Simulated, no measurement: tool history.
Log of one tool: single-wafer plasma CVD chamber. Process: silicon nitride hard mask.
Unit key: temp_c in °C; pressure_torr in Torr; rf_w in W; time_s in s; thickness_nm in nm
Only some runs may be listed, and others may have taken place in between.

run 1 hour=0 | temp_c=385 pressure_torr=1.39 rf_w=355 time_s=58.7 | thickness_nm=72.819
run 2 hour=6.7 | temp_c=395 pressure_torr=1.39 rf_w=355 time_s=58.7 | thickness_nm=72.622
run 3 hour=7.4 | temp_c=395 pressure_torr=1.53 rf_w=365 time_s=58.8 | thickness_nm=75.794
run 4 hour=12 | temp_c=395 pressure_torr=1.53 rf_w=365 time_s=60.5 | thickness_nm=78.216
run 5 hour=16.8 | temp_c=395 pressure_torr=1.29 rf_w=365 time_s=60.5 | thickness_nm=74.961
run 6 hour=25.4 | temp_c=395 pressure_torr=1.43 rf_w=375 time_s=60.5 | thickness_nm=78.315
run 7 hour=34.1 | temp_c=395 pressure_torr=1.52 rf_w=380 time_s=60.5 | thickness_nm=80.118

For run 8, what comes out?
run 8 hour=39.2 | temp_c=395 pressure_torr=1.59 rf_w=385 time_s=60.5 | thickness_nm=?

Run 8 gave thickness_nm 81.377 nm.
